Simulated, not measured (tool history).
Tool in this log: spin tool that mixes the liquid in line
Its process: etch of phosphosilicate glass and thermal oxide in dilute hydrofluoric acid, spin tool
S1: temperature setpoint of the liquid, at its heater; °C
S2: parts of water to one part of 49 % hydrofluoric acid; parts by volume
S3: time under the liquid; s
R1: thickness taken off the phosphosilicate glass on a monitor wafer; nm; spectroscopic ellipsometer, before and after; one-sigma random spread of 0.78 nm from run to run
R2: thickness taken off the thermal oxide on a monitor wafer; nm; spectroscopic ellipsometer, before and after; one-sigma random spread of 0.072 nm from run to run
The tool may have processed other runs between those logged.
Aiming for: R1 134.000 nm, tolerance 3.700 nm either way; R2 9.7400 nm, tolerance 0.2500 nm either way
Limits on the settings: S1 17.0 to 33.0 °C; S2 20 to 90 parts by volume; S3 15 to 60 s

run	hour	S1	S2	S3	R1	R2
1	0.0	25.0	50	30	47.331	3.4606
2	4.4	23.0	50	30	43.726	3.1524
3	7.8	24.5	45	30	51.657	3.7754
4	9.2	24.5	45	40	69.321	5.0793
5	13.6	26.0	40	40	83.064	6.0899
6	14.2	27.0	40	40	86.405	6.3702
7	15.3	28.0	40	40	91.186	6.5293
8	18.1	28.5	40	40	91.784	6.7054
9	18.8	29.5	40	40	96.290	6.9748
10	23.4	30.0	40	40	98.725	7.1896
11	27.1	30.5	40	40	101.150	7.3691
12	35.4	31.0	40	40	102.090	7.4346
13	40.5	31.5	40	40	104.270	7.5339
14	43.2	33.0	30	40	149.760	10.9340
15	51.9	32.5	30	40	146.280	10.5730
16	53.2	32.0	30	40	144.640	10.5390
17	55.8	31.5	30	40	142.120	10.2910

Which of these 4 next moves meets every target?
A	58.4	30.0	20	25	?	?
B	58.4	31.5	20	25	?	?
C	58.4	27.5	25	35	?	?
D	58.4	33.0	20	25	?	?

move	R1	R2
A	126.260	9.2448
B	134.120	9.8203
C	126.730	9.2793
D	142.380	10.4250
A: pushes the last run's worst result past its target
B: each result inside its tolerance
C: pushes the last run's worst result past its target
D: moves away from the targets compared with the last run
B meets every target.

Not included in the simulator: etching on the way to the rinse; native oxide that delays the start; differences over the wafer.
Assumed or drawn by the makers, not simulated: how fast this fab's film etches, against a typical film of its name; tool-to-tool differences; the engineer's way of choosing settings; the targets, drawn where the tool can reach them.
